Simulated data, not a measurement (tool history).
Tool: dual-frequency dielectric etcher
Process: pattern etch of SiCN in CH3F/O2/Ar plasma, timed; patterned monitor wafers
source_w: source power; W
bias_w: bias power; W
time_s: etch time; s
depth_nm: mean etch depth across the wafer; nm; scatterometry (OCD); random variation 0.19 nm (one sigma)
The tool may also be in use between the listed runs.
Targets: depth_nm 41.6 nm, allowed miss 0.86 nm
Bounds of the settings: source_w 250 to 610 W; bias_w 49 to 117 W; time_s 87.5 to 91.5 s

| run | hour | source_w | bias_w | time_s | depth_nm |
|---|---|---|---|---|---|
| 1 | 0 | 430 | 83 | 87.5 | 35.767 |
| 2 | 6.7 | 430 | 83 | 91.5 | 37.266 |
| 3 | 7.7 | 430 | 78 | 91.5 | 36.013 |
| 4 | 10.7 | 390 | 78 | 91.5 | 34.959 |
| 5 | 16 | 350 | 78 | 91.5 | 34.499 |
| 6 | 24.4 | 300 | 78 | 91.5 | 33.227 |
| 7 | 28.7 | 330 | 80 | 91.5 | 34.367 |
| 8 | 34.6 | 350 | 81 | 91.5 | 35.096 |
| 9 | 43.2 | 370 | 82 | 91.5 | 35.859 |
| 10 | 44.5 | 460 | 89 | 91.5 | 39.682 |

4 next moves are on the table. One of them brings every result within its allowed miss. Which?
| A | 45.8 | 540 | 83 | 89 | ? |
| B | 45.8 | 440 | 82 | 91 | ? |
| C | 45.8 | 370 | 92 | 91 | ? |
| D | 45.8 | 530 | 94 | 91 | ? |

| move | depth_nm |
|---|---|
| A | 38.055 |
| B | 36.778 |
| C | 37.801 |
| D | 41.551 |
A: further off than the last run
B: further off than the last run
C: further off than the last run
D: meets every target
Move D is the one to make.
